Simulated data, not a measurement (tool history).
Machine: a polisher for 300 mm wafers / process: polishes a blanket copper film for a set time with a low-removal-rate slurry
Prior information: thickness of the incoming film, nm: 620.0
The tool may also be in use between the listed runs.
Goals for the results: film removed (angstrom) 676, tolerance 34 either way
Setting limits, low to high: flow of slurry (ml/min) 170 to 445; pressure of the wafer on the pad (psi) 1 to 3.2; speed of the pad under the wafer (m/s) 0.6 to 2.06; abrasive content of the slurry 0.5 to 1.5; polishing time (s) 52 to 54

run    day  flow of slurry (ml/min)  pressure of the wafer on the pad (psi)  speed of the pad under the wafer (m/s)  abrasive content of the slurry  polishing time (s)  film removed (angstrom)
  1      0                      285                                     2.1                                    1.32                               1                  52                   1456.3
  2  0.325                      285                                       2                                    1.28                               1                  52                   1354.6
  3  0.396                      285                                     2.3                                    1.28                               1                  52                   1517.6
  4  0.429                      285                                       2                                    1.28                               1                  52                   1339.7
  5  0.721                      285                                       2                                    1.28                               1                  52                     1355
  6  0.846                      285                                     1.9                                    1.24                               1                  52                   1266.5
  7  1.162                      285                                     1.8                                     1.2                               1                  52                   1121.1
  8  1.388                      285                                     1.7                                    1.18                               1                  52                   1086.1
     1.446  -- slurry nozzle cleaned
  9  1.446                      285                                     1.6                                    1.16                               1                  52                   1040.4
 10  1.746                      285                                     1.5                                    1.14                               1                  52                   970.44
 11  1.908                      285                                     1.4                                    1.12                               1                  52                   927.12

Consider the 4 candidate settings below. Which is the only one whose results all fall within their allowed miss of target?
  A  2.071                      290                                     1.8                                    1.42                             1.1                  54                        ?
  B  2.071                      305                                     1.4                                    1.28                            0.95                  54                        ?
  C  2.071                      230                                       1                                    1.44                             0.8                  52                        ?
  D  2.071                      350                                       1                                    1.02                            1.15                  52                        ?

move  film removed (angstrom)
   A                   1531.4
   B                   1087.2
   C                    840.6
   D                   686.18
A: further off than the last run
B: further off than the last run
C: closer than the last run, but not yet in spec
D: all results in spec
So the answer is move D, the one that meets all the targets.

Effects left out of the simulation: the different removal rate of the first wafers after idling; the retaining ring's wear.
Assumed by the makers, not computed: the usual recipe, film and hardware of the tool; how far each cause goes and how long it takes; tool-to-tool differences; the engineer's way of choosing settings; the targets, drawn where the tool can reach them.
